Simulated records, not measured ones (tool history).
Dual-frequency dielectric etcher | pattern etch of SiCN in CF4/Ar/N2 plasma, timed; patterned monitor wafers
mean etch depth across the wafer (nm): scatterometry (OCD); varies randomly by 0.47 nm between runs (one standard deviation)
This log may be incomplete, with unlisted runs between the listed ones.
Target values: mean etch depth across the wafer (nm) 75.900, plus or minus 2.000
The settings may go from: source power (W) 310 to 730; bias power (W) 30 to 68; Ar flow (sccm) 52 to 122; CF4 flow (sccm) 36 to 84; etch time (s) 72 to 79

| run | hour | source power (W) | bias power (W) | Ar flow (sccm) | CF4 flow (sccm) | etch time (s) | mean etch depth across the wafer (nm) |
|---|---|---|---|---|---|---|---|
| 1 | 0.0 | 520 | 49 | 87 | 60 | 79 | 62.804 |
| 2 | 6.0 | 520 | 49 | 87 | 52 | 79 | 61.645 |
| 3 | 12.0 | 540 | 49 | 87 | 52 | 79 | 65.028 |
| 4 | 12.7 | 590 | 49 | 87 | 52 | 79 | 70.392 |
| 5 | 21.2 | 590 | 49 | 87 | 52 | 79 | 71.492 |
| 6 | 26.8 | 590 | 49 | 93 | 52 | 79 | 69.424 |
| 7 | 27.5 | 600 | 49 | 93 | 52 | 79 | 70.758 |
| 8 | 33.2 | 610 | 49 | 93 | 52 | 79 | 72.097 |
| 9 | 40.9 | 620 | 49 | 93 | 52 | 79 | 72.964 |

Which one of the following 5 next-run settings gets every result inside its allowed miss? There is exactly one.
| A | 48.6 | 590 | 56 | 79 | 44 | 79 | ? |
| B | 48.6 | 650 | 51 | 105 | 54 | 73 | ? |
| C | 48.6 | 650 | 48 | 99 | 56 | 79 | ? |
| D | 48.6 | 670 | 51 | 102 | 53 | 72 | ? |
| E | 48.6 | 600 | 50 | 86 | 49 | 79 | ? |

| move | mean etch depth across the wafer (nm) |
|---|---|
| A | 72.777 |
| B | 70.413 |
| C | 76.383 |
| D | 71.888 |
| E | 71.808 |
A: the biggest miss grows against the last run
B: the biggest miss grows against the last run
C: every result within its allowed miss
D: the biggest miss grows against the last run
E: the biggest miss grows against the last run
The move that meets every target is C.
